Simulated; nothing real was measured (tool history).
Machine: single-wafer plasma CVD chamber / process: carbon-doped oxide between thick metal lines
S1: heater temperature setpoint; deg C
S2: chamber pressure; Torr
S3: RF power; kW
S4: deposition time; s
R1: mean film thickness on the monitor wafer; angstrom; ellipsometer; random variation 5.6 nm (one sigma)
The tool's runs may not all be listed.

| run | hour | S1 | S2 | S3 | S4 | R1 |
|---|---|---|---|---|---|---|
| 1 | 0 | 330 | 3.68 | 0.645 | 257 | 16195 |
| 2 | 5.2 | 330 | 3.1 | 0.645 | 257 | 15712 |
| 3 | 11.1 | 333 | 2.93 | 0.63 | 257 | 15186 |
| 4 | 12.8 | 333 | 2.52 | 0.63 | 257 | 15048 |
| 5 | 14.4 | 340 | 2.52 | 0.63 | 257 | 14745 |
| 6 | 17.5 | 341 | 2.46 | 0.62 | 257 | 14589 |
| 7 | 22.1 | 342 | 2.41 | 0.61 | 257 | 14483 |
| 8 | 29.5 | 343 | 2.37 | 0.595 | 257 | 14155 |
|  | 34.6 | capacitance manometer re-zeroed and calibrated |
| 9 | 34.6 | 344 | 2.34 | 0.59 | 257 | 14050 |

Expected results for the next run?
| 10 | 40.6 | 345 | 2.31 | 0.585 | 257 | ? |

R1: 13784 angstrom

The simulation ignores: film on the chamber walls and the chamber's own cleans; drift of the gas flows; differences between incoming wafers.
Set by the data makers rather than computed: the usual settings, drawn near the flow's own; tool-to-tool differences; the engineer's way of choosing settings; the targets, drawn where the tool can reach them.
